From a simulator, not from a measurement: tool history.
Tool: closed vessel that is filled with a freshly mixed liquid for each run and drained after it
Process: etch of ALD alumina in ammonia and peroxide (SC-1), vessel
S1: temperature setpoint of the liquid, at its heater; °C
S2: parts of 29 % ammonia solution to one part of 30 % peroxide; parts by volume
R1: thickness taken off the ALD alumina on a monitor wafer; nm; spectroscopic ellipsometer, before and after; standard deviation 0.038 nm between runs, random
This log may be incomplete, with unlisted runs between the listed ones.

{"run": 1, "hour": 0.0, "S1": 49.0, "S2": 0.8, "time in the liquid (s)": 250, "R1": 7.4614}
{"run": 2, "hour": 8.2, "S1": 49.0, "S2": 1.0, "time in the liquid (s)": 250, "R1": 7.5958}
{"run": 3, "hour": 12.6, "S1": 49.0, "S2": 1.0, "time in the liquid (s)": 250, "R1": 7.6568}
{"run": 4, "hour": 19.1, "S1": 49.0, "S2": 1.0, "time in the liquid (s)": 265, "R1": 8.0759}
{"run": 5, "hour": 22.8, "S1": 43.5, "S2": 1.0, "time in the liquid (s)": 265, "R1": 5.8179}
{"run": 6, "hour": 25.7, "S1": 42.0, "S2": 1.0, "time in the liquid (s)": 265, "R1": 5.4766}
{"run": 7, "hour": 28.2, "S1": 41.0, "S2": 1.0, "time in the liquid (s)": 260, "R1": 5.0176}
{"run": 8, "hour": 30.5, "S1": 40.0, "S2": 1.0, "time in the liquid (s)": 260, "R1": 4.7185}
{"run": 9, "hour": 35.6, "S1": 39.5, "S2": 1.0, "time in the liquid (s)": 260, "R1": 4.5986}

What will run 10 give?
{"run": 10, "hour": 41.3, "S1": 39.0, "S2": 1.0, "time in the liquid (s)": 260, "R1": "?"}

R1: 4.4277 nm

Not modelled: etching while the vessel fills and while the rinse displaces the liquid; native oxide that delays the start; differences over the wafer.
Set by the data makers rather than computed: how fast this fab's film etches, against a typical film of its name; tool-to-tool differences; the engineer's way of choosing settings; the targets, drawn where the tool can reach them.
